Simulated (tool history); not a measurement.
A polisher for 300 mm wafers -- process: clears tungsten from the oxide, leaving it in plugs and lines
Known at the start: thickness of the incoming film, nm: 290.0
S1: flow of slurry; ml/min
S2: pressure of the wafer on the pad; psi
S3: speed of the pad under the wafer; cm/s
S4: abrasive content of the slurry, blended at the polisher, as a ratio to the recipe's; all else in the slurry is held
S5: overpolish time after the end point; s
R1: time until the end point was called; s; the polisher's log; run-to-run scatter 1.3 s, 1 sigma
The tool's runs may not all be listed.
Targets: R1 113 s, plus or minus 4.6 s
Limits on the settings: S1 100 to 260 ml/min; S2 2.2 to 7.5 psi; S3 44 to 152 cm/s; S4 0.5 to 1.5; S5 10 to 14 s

Run 1, day 0: S1 165 ml/min, S2 4.8 psi, S3 98 cm/s, S4 1, S5 14 s. Result: R1 41.832 s.
Run 2, day 0.367: S1 195 ml/min, S2 4.8 psi, S3 98 cm/s, S4 1, S5 14 s. Result: R1 40.187 s.
Run 3, day 0.467: S1 195 ml/min, S2 4.8 psi, S3 98 cm/s, S4 1, S5 14 s. Result: R1 40.993 s.
Run 4, day 0.646: S1 195 ml/min, S2 4.8 psi, S3 80 cm/s, S4 1, S5 14 s. Result: R1 49.603 s.
Run 5, day 0.896: S1 160 ml/min, S2 4.8 psi, S3 80 cm/s, S4 1, S5 14 s. Result: R1 51.602 s.
Run 6, day 1.117: S1 160 ml/min, S2 4.8 psi, S3 80 cm/s, S4 1, S5 14 s. Result: R1 51.518 s.
Run 7, day 1.346: S1 155 ml/min, S2 4 psi, S3 74 cm/s, S4 1, S5 14 s. Result: R1 65.445 s.
Run 8, day 1.562: S1 145 ml/min, S2 2.6 psi, S3 56 cm/s, S4 1, S5 14 s. Result: R1 132.49 s.
Run 9, day 1.821: S1 145 ml/min, S2 2.8 psi, S3 56 cm/s, S4 1, S5 14 s. Result: R1 122.27 s.
Run 10, day 2.15: S1 145 ml/min, S2 2.8 psi, S3 56 cm/s, S4 1, S5 14 s. Result: R1 121.18 s.
Run 11, day 2.388: S1 145 ml/min, S2 2.9 psi, S3 56 cm/s, S4 1, S5 14 s. Result: R1 120.37 s.

Which one of the following 4 next-run settings gets every result inside its allowed miss? There is exactly one.
Run A, day 2.625: S1 135 ml/min, S2 2.3 psi, S3 64 cm/s, S4 1.2, S5 11 s. Result: R1 ?.
Run B, day 2.625: S1 100 ml/min, S2 3.4 psi, S3 60 cm/s, S4 0.55, S5 14 s. Result: R1 ?.
Run C, day 2.625: S1 145 ml/min, S2 2.2 psi, S3 68 cm/s, S4 1.25, S5 10 s. Result: R1 ?.
Run D, day 2.625: S1 160 ml/min, S2 2.6 psi, S3 54 cm/s, S4 0.95, S5 12 s. Result: R1 ?.

move      R1
   A  131.42
   B  115.18
   C  126.72
   D  137.16
A: moves away from the targets compared with the last run
B: every result within its allowed miss
C: moves away from the targets compared with the last run
D: moves away from the targets compared with the last run
The right move is B.
